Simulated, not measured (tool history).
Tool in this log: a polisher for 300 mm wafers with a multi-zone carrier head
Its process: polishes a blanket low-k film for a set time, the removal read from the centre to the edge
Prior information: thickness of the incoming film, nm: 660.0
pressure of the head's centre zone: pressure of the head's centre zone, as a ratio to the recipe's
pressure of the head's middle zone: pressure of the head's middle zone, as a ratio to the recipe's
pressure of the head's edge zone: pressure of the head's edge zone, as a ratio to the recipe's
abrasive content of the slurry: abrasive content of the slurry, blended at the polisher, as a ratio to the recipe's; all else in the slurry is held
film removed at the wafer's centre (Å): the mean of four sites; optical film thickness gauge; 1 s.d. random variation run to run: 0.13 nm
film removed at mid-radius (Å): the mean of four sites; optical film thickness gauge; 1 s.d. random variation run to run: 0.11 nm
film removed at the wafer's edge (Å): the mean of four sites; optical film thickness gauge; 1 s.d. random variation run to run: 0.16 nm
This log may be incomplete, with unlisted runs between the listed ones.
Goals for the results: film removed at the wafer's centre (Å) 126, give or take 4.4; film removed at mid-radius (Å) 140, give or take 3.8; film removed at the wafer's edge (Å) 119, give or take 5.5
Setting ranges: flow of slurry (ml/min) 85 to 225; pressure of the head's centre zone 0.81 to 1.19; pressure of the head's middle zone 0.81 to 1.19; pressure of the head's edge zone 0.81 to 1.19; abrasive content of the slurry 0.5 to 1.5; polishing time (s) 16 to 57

run,day,flow of slurry (ml/min),pressure of the head's centre zone,pressure of the head's middle zone,pressure of the head's edge zone,abrasive content of the slurry,polishing time (s),film removed at the wafer's centre (Å),film removed at mid-radius (Å),film removed at the wafer's edge (Å)
1,0,145,1,1,1,1,36,70.506,69.741,69.225
2,0.05,160,1.01,1.06,1.02,1.15,39,83.687,86.828,82.985
3,0.192,160,1.01,1.06,0.93,1.15,39,83.667,88.127,80.415
4,0.267,160,0.96,1.06,0.93,1.15,39,80.751,86.72,78.717
5,0.308,175,1,1.1,0.95,1.25,41,92.489,98.244,87.351
6,0.342,170,1,1.12,0.95,1.35,44,103.95,111.35,96.852
7,0.567,175,0.99,1.14,0.97,1.4,46,105.81,119.97,104.18
8,0.604,180,1.01,1.15,0.98,1.45,47,115.46,126.84,111.85
9,0.775,185,1.01,1.16,0.98,1.45,47,115.41,126.81,110.76
10,1.1,185,1.01,1.17,0.98,1.45,48,117.64,130.67,113.33
11,1.129,190,1.01,1.18,0.98,1.45,48,119.21,133.36,113.11
12,1.179,195,1.01,1.18,0.99,1.45,48,117.49,132.63,114.53

Which of these 5 next moves meets every target?
A,1.229,205,1.04,1.01,1.09,1.5,49,?,?,?
B,1.229,180,1.02,1.19,0.87,1.3,51,?,?,?
C,1.229,150,1.04,1.02,1.07,1.45,53,?,?,?
D,1.229,195,0.98,1.14,0.9,1.3,54,?,?,?
E,1.229,200,1.03,1.12,0.99,1.4,48,?,?,?

move,film removed at the wafer's centre (Å),film removed at mid-radius (Å),film removed at the wafer's edge (Å)
A,125.99,122.07,125.55
B,118.57,132.98,108.64
C,127.31,125.01,128.11
D,122.14,137.82,117.89
E,118.42,125.29,113.57
A: misses by more than the last run did
B: neither nearer nor further off than the last run
C: misses by more than the last run did
D: every result lands within tolerance
E: misses by more than the last run did
The move that meets every target is D.
